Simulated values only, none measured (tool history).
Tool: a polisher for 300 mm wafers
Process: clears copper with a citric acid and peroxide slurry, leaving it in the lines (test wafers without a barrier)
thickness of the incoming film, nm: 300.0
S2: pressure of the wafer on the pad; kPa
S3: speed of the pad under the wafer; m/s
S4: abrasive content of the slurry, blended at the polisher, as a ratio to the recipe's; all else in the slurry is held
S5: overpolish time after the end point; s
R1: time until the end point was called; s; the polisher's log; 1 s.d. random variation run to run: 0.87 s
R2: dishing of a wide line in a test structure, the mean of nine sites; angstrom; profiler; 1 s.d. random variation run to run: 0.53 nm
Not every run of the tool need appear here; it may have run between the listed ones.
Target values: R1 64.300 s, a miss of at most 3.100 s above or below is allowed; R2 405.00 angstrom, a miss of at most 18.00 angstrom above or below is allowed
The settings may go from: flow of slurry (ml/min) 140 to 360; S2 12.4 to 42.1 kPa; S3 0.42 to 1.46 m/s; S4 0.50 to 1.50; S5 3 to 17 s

{"run": 1, "hour": 0.0, "flow of slurry (ml/min)": 230, "S2": 26.9, "S3": 0.94, "S4": 1.0, "S5": 9, "R1": 98.495, "R2": 192.46}
{"run": 2, "hour": 8.0, "flow of slurry (ml/min)": 230, "S2": 22.8, "S3": 0.94, "S4": 1.0, "S5": 9, "R1": 114.73, "R2": 162.04}
{"run": 3, "hour": 15.2, "flow of slurry (ml/min)": 280, "S2": 22.8, "S3": 0.94, "S4": 1.0, "S5": 9, "R1": 115.26, "R2": 166.04}
{"run": 4, "hour": 19.2, "flow of slurry (ml/min)": 280, "S2": 25.5, "S3": 0.94, "S4": 1.0, "S5": 9, "R1": 99.626, "R2": 186.71}
{"run": 5, "hour": 20.5, "flow of slurry (ml/min)": 280, "S2": 25.5, "S3": 0.8, "S4": 1.0, "S5": 9, "R1": 109.43, "R2": 171.88}
{"run": 6, "hour": 26.8, "flow of slurry (ml/min)": 275, "S2": 27.6, "S3": 0.8, "S4": 1.0, "S5": 10, "R1": 104.08, "R2": 204.25}
{"run": 7, "hour": 27.3, "flow of slurry (ml/min)": 275, "S2": 29.6, "S3": 0.8, "S4": 1.0, "S5": 10, "R1": 98.3, "R2": 220.32}
{"run": 8, "hour": 28.0, "flow of slurry (ml/min)": 275, "S2": 31.7, "S3": 0.8, "S4": 1.0, "S5": 10, "R1": 90.117, "R2": 231.54}
{"run": 9, "hour": 35.2, "flow of slurry (ml/min)": 275, "S2": 33.1, "S3": 0.82, "S4": 1.0, "S5": 10, "R1": 87.503, "R2": 239.88}
{"run": 10, "hour": 40.2, "flow of slurry (ml/min)": 265, "S2": 40.7, "S3": 0.98, "S4": 1.0, "S5": 12, "R1": 65.184, "R2": 384.09}
{"run": 11, "hour": 43.9, "flow of slurry (ml/min)": 270, "S2": 40.7, "S3": 0.98, "S4": 1.0, "S5": 12, "R1": 64.311, "R2": 380.64}

Of the 4 settings listed for the next run, only one would bring every result within its allowed miss of target. Which one?
{"run": "A", "hour": 47.6, "flow of slurry (ml/min)": 245, "S2": 41.4, "S3": 0.94, "S4": 1.0, "S5": 12, "R1": "?", "R2": "?"}
{"run": "B", "hour": 47.6, "flow of slurry (ml/min)": 285, "S2": 42.1, "S3": 0.9, "S4": 1.0, "S5": 13, "R1": "?", "R2": "?"}
{"run": "C", "hour": 47.6, "flow of slurry (ml/min)": 255, "S2": 40.0, "S3": 1.02, "S4": 0.95, "S5": 11, "R1": "?", "R2": "?"}
{"run": "D", "hour": 47.6, "flow of slurry (ml/min)": 295, "S2": 40.0, "S3": 0.88, "S4": 1.0, "S5": 11, "R1": "?", "R2": "?"}

move=A R1=66.524 R2=375.40
move=B R1=66.411 R2=404.50
move=C R1=65.879 R2=349.51
move=D R1=70.462 R2=328.58
A: lands further from the targets than the last run did
B: all results land within tolerance of their targets
C: lands further from the targets than the last run did
D: lands further from the targets than the last run did
B is the move that brings every result within its allowed miss.
